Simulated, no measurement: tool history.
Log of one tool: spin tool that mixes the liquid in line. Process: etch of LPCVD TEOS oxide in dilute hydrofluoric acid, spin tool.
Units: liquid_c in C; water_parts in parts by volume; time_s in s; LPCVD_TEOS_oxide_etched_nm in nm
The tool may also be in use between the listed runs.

run	hour	liquid_c	water_parts	time_s	LPCVD_TEOS_oxide_etched_nm
1	0.0	24.0	210	20	4.1891
2	4.0	24.0	210	15	3.1588
3	11.7	23.5	210	15	3.0885
4	13.3	23.5	155	15	4.4190
5	21.2	22.0	155	15	4.1647
6	28.2	19.0	155	15	3.7010
7	30.5	19.0	160	15	3.5628
8	34.2	19.0	165	15	3.4569
9	39.9	19.0	170	15	3.3385

The next listed run, before its measurement:
10	48.2	19.0	175	15	?

{"run 10": {"LPCVD_TEOS_oxide_etched_nm": 3.2111}}
